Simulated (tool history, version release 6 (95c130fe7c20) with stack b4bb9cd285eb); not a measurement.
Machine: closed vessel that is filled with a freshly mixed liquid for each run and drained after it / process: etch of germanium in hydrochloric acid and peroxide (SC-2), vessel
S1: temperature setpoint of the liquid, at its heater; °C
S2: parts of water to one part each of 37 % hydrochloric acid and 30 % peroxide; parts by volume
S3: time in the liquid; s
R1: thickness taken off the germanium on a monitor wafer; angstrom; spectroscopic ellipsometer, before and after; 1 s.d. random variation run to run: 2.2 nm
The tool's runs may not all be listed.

run,hour,S1,S2,S3,R1
1,0,51,7.5,105,3384.2
2,7.2,54.5,7.5,105,3770.3
3,10.3,56.5,7.5,105,3998.7
4,18.3,56.5,9.5,105,3940.3
5,25.9,56.5,9.5,105,3956.6
6,32.1,58,9.5,105,4137.1
7,37.4,59,9.5,105,4249.2
8,39.8,59,9.5,105,4230.5
9,44.5,60,9.5,105,4375.7
10,50.9,60.5,9.5,105,4434.3
11,55.7,60.5,9.5,105,4402.6

Estimate the outcome of run 12 from the log above:
12,61,60.5,9.5,105,?

{"run 12": {"R1": 4423.6}}
